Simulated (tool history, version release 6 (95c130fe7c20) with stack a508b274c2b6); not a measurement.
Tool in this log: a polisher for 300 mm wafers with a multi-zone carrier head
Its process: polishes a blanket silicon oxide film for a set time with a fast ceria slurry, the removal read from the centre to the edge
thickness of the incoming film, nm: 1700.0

run,hour,flow of slurry (ml/min),pressure of the head's centre zone,pressure of the head's middle zone,pressure of the head's edge zone,polishing time (s),film removed at the wafer's centre (nm),film removed at mid-radius (nm),film removed at the wafer's edge (nm)
1,0,130,1,1,1,32,702.03,694.62,689.33
2,5.4,125,0.97,0.99,0.99,31,660.56,677.6,663.76
3,11.7,125,0.97,1.05,0.99,31,666.83,708.68,679.06
4,13.3,155,0.97,1.05,0.99,31,678.12,735.65,674.86
5,14.1,145,0.97,1.05,0.99,31,689.66,722.89,687.52
6,21.3,140,0.94,1.02,0.99,30,647.38,683.03,657.73
7,23.6,130,0.92,1.02,1,29,587.22,646.88,636
8,24.7,125,0.9,1,0.99,28,548.2,607.69,609.43
9,32.3,120,0.88,0.99,0.98,28,540.37,601.68,601.34
10,40,115,0.87,0.98,0.98,28,525.54,600.92,588.98
11,46.4,110,0.86,0.96,0.98,28,508.81,573.86,596.48
12,54.2,105,0.85,0.95,0.97,28,511.11,568.61,587.29
13,60.5,105,0.85,0.95,0.97,28,508.65,572.38,585.52
14,61.7,100,0.84,0.94,0.97,28,499.29,558.47,577.96

Predict the results of run 15:
15,68.9,100,0.83,0.94,0.97,28,?,?,?

film removed at the wafer's centre (nm): 475.77
film removed at mid-radius (nm): 563.87
film removed at the wafer's edge (nm): 586.12
